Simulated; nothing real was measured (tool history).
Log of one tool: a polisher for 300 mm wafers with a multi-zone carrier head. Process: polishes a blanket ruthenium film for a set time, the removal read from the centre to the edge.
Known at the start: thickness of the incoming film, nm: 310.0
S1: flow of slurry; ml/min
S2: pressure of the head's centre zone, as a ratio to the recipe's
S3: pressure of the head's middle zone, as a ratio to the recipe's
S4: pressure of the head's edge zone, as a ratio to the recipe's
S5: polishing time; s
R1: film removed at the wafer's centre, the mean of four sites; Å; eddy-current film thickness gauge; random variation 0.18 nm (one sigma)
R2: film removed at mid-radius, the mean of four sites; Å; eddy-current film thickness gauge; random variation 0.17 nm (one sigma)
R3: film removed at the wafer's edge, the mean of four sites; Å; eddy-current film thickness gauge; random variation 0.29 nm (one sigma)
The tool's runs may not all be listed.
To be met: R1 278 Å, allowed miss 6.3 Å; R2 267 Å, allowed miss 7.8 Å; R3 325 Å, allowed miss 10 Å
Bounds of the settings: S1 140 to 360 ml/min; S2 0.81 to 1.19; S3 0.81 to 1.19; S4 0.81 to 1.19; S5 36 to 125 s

run,hour,S1,S2,S3,S4,S5,R1,R2,R3
1,0,230,1,1,1,80,433.23,430.85,442.46
2,8.2,230,1,1,0.95,80,431.02,430.28,427.38
3,15.7,215,0.97,0.96,0.96,75,384.97,386.92,400.02
4,18.9,215,0.97,0.96,1.02,75,391.16,387.94,418.79
5,24.4,215,1.01,0.96,1.02,75,402.52,389.84,412.35
6,27,165,1.01,0.96,1.02,75,387.48,378.5,404.31
7,30.8,165,0.99,0.93,1.02,71,358.62,347.13,378.2
8,36.1,165,0.97,0.9,1.03,68,337.86,320.71,360.72
9,39.3,165,0.94,0.88,1.03,67,323.64,310.42,365.18
10,47.8,165,0.94,0.88,1.03,67,320.03,312.53,360.23
11,53.6,165,0.93,0.86,1.03,65,308.91,298.78,351.65
12,59.1,160,0.92,0.85,1.03,64,299.83,287.83,348.31
13,64.3,160,0.91,0.84,1.01,63,293.6,282.82,336.58
14,71.2,155,0.91,0.83,1.01,63,288.78,275.89,339.31
15,77.5,155,0.91,0.83,1,63,289.93,276.35,331.22
16,78.9,150,0.9,0.83,1,63,285.86,275.11,333.97
17,81.7,150,0.9,0.83,0.99,63,283.43,275.15,335.15

Which of these 4 next moves meets every target?
A,84.5,140,0.85,0.81,0.95,63,?,?,?
B,84.5,140,0.91,0.84,1.02,61,?,?,?
C,84.5,175,0.88,0.9,0.98,61,?,?,?
D,84.5,140,0.87,0.85,1.03,61,?,?,?

move,R1,R2,R3
A,267.22,266.02,327.18
B,277.22,265.23,327.65
C,278.78,290.69,329.28
D,264.95,267.88,329.17
A: brings the result that was furthest off to its target, and leaves another outside
B: meets every target
C: further off than the last run
D: brings the result that was furthest off to its target, and leaves another outside
Move B is the one to make.
